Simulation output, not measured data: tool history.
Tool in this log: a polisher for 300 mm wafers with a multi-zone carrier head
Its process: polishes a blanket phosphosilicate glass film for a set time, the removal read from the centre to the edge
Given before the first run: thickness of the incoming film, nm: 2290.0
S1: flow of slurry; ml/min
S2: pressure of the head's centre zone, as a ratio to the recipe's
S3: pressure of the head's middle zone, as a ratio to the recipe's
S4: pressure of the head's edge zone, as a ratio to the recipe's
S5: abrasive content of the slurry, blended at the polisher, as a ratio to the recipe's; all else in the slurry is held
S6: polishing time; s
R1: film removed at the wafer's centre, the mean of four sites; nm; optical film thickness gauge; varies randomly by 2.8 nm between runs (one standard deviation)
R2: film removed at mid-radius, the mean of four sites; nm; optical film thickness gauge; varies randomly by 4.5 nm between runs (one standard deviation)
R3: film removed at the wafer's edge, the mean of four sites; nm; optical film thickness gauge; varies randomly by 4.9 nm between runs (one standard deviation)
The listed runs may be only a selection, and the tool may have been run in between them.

run	hour	S1	S2	S3	S4	S5	S6	R1	R2	R3
1	0	265	1	1	1	1	31	276.55	313.17	310.37
2	3.8	280	1.05	1.01	1	1.05	31	301.99	324.04	320.81
3	8.6	345	1.05	1.01	1	1.05	31	309.02	328.82	331.06
4	15.4	350	1.09	1.03	0.99	1.1	31	325.7	342.75	327.97
5	18.4	350	1.09	1.03	0.99	1.1	27	285.33	298.88	287.51
6	21.4	350	1.09	1.03	0.99	1	27	273.63	288.65	271.35
7	27.4	390	1.19	1.08	0.93	1.25	28	340.53	331.27	305.49
8	34.5	395	1.19	1.08	0.92	1.3	28	347.47	340.1	312.48
9	42.6	395	1.19	1.07	0.91	1.35	28	354.12	341.94	312.8
10	51.2	395	1.19	1.07	0.91	1.35	28	353.53	340.85	307.5
11	54.9	395	1.19	1.07	0.93	1.4	28	353.11	349.35	317.01
12	57.4	395	1.19	1.06	0.93	1.4	29	371.72	360.71	328.84
13	63.7	395	1.19	1.06	0.93	1.4	29	372.58	365.7	318.84

Expected results for the next run?
14	71.8	385	1.19	1.07	0.9	1.35	30	?	?	?

{"run 14": {"R1": 379.34, "R2": 371.01, "R3": 327.49}}

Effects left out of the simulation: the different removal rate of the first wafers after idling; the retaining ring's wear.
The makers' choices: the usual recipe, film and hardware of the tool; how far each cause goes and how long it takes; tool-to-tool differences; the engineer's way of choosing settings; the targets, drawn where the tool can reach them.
